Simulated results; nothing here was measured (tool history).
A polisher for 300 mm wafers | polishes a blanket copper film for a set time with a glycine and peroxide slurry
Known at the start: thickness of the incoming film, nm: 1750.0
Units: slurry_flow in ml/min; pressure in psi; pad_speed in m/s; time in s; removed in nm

Run 1, day 0.000: slurry_flow 155 ml/min, pressure 1.8 psi, pad_speed 0.98 m/s, time 120 s. Result: removed 525.35 nm.
Run 2, day 0.354: slurry_flow 155 ml/min, pressure 2.1 psi, pad_speed 0.98 m/s, time 120 s. Result: removed 590.82 nm.
Run 3, day 0.567: slurry_flow 130 ml/min, pressure 2.1 psi, pad_speed 0.98 m/s, time 120 s. Result: removed 557.79 nm.
Run 4, day 0.908: slurry_flow 130 ml/min, pressure 2.1 psi, pad_speed 0.98 m/s, time 126 s. Result: removed 602.69 nm.
Run 5, day 0.992: slurry_flow 130 ml/min, pressure 2.1 psi, pad_speed 0.98 m/s, time 126 s. Result: removed 604.37 nm.
Run 6, day 1.108: slurry_flow 130 ml/min, pressure 2.1 psi, pad_speed 0.98 m/s, time 120 s. Result: removed 569.02 nm.

The next listed run, before its measurement:
Run 7, day 1.467: slurry_flow 125 ml/min, pressure 1.6 psi, pad_speed 0.88 m/s, time 120 s. Result: removed ?.

Run 7 gave removed 434.37 nm.
